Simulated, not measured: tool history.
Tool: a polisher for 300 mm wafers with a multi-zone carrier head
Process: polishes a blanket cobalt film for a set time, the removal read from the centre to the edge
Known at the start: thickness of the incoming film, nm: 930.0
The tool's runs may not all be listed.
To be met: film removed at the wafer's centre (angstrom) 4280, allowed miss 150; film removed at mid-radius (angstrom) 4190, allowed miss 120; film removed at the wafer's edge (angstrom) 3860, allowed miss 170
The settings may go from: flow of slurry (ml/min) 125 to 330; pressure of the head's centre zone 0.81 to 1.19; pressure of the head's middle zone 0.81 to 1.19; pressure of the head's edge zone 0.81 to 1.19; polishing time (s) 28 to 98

| run | hour | flow of slurry (ml/min) | pressure of the head's centre zone | pressure of the head's middle zone | pressure of the head's edge zone | polishing time (s) | film removed at the wafer's centre (angstrom) | film removed at mid-radius (angstrom) | film removed at the wafer's edge (angstrom) |
|---|---|---|---|---|---|---|---|---|---|
| 1 | 0 | 210 | 1 | 1 | 1 | 63 | 2616.7 | 2565.7 | 2658.7 |
| 2 | 7.2 | 220 | 1.02 | 1.02 | 1.01 | 66 | 2848.2 | 2758.8 | 2764.6 |
| 3 | 11.3 | 220 | 1.03 | 1.03 | 1.02 | 69 | 3006 | 2915.1 | 2906.8 |
| 4 | 13.9 | 220 | 1.03 | 1.03 | 1.09 | 69 | 3020.1 | 2913.9 | 2999.4 |
| 5 | 18.2 | 220 | 1.03 | 1.03 | 1.09 | 56 | 2420.4 | 2350.8 | 2456.8 |
| 6 | 20 | 220 | 1.03 | 0.99 | 1.09 | 56 | 2411.6 | 2263.3 | 2449.9 |
| 7 | 24.1 | 225 | 1.04 | 1.01 | 1.1 | 60 | 2664.3 | 2472.7 | 2627.1 |
| 8 | 26.4 | 230 | 1.05 | 1.03 | 1.11 | 64 | 2884.8 | 2729.8 | 2853.6 |
| 9 | 31.4 | 240 | 1.06 | 1.05 | 1.12 | 66 | 2959.8 | 2860.1 | 2975.4 |
| 10 | 33.3 | 240 | 1.08 | 1.07 | 1.11 | 68 | 3144.5 | 2970 | 3100.1 |
| 11 | 41.3 | 240 | 1.08 | 1.07 | 1.11 | 68 | 3136.3 | 3001.4 | 2970.8 |
| 12 | 41.8 | 285 | 1.15 | 1.17 | 1.18 | 84 | 4196.7 | 4054.7 | 3868.4 |

4 next moves are on the table. One of them brings every result within its allowed miss. Which?
| A | 42.3 | 210 | 1.15 | 1.17 | 1.07 | 90 | ? | ? | ? |
| B | 42.3 | 310 | 1.16 | 1.12 | 1.19 | 84 | ? | ? | ? |
| C | 42.3 | 270 | 1.14 | 1.05 | 1.19 | 84 | ? | ? | ? |
| D | 42.3 | 290 | 1.09 | 1.11 | 1.19 | 83 | ? | ? | ? |

| move | film removed at the wafer's centre (angstrom) | film removed at mid-radius (angstrom) | film removed at the wafer's edge (angstrom) |
|---|---|---|---|
| A | 4310.3 | 4189.2 | 3990.5 |
| B | 4276 | 3946.9 | 4078.1 |
| C | 4133 | 3682 | 4037.3 |
| D | 3938.9 | 3845.6 | 4009.6 |
A: meets every target
B: further off than the last run
C: further off than the last run
D: further off than the last run
Answer: A
